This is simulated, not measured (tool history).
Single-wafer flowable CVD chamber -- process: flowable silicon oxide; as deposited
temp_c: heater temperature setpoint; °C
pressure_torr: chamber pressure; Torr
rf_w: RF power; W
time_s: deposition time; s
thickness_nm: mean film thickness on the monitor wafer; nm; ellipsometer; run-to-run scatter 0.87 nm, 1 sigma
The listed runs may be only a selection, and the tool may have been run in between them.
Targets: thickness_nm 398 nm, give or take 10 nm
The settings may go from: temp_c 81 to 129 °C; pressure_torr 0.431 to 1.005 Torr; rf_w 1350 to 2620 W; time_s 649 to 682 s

run,hour,temp_c,pressure_torr,rf_w,time_s,thickness_nm
1,0,105,0.718,1985,682,276.36
2,5.4,105,0.792,1985,682,303.75
3,12.3,105,0.792,1745,682,293.2
4,13.6,105,0.792,1480,682,276.57
5,17.2,102,0.793,1480,682,312.15
6,20.2,100,0.793,1480,682,337.43
7,24.7,99,0.793,1480,682,348.81
8,26.2,98,0.793,1480,682,361.99
9,35.2,98,0.793,1480,682,362.57
10,39.6,98,0.793,1480,682,363.16
11,43.1,97,0.793,1480,682,376.88

Consider the 4 candidate settings below. Which is the only one whose results all fall within their allowed miss of target?
A,46.6,92,0.761,1375,682,?
B,46.6,96,0.808,1520,681,?
C,46.6,98,0.897,1725,675,?
D,46.6,94,0.779,1635,661,?

move,thickness_nm
A,424.2
B,401.09
C,425.7
D,416.08
A: takes the biggest miss from the last run beyond its target
B: all results in spec
C: takes the biggest miss from the last run beyond its target
D: takes the biggest miss from the last run beyond its target
Move B is the one to make.
